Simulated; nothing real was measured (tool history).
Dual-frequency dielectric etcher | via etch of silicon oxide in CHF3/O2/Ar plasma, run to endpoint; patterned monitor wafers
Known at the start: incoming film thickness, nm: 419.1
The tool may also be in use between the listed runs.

{"run": 1, "hour": 0.0, "source power (W)": 720, "bias power (W)": 218, "endpoint time (s)": 191.14}
{"run": 2, "hour": 4.0, "source power (W)": 640, "bias power (W)": 218, "endpoint time (s)": 204.48}
{"run": 3, "hour": 9.6, "source power (W)": 600, "bias power (W)": 218, "endpoint time (s)": 213.38}
{"run": 4, "hour": 18.3, "source power (W)": 580, "bias power (W)": 217, "endpoint time (s)": 220.94}
{"run": 5, "hour": 20.4, "source power (W)": 580, "bias power (W)": 202, "endpoint time (s)": 223.79}
{"run": 6, "hour": 21.5, "source power (W)": 570, "bias power (W)": 201, "endpoint time (s)": 230.22}

Forecast run 7:
{"run": 7, "hour": 27.4, "source power (W)": 560, "bias power (W)": 201, "endpoint time (s)": "?"}

endpoint time (s): 232.06

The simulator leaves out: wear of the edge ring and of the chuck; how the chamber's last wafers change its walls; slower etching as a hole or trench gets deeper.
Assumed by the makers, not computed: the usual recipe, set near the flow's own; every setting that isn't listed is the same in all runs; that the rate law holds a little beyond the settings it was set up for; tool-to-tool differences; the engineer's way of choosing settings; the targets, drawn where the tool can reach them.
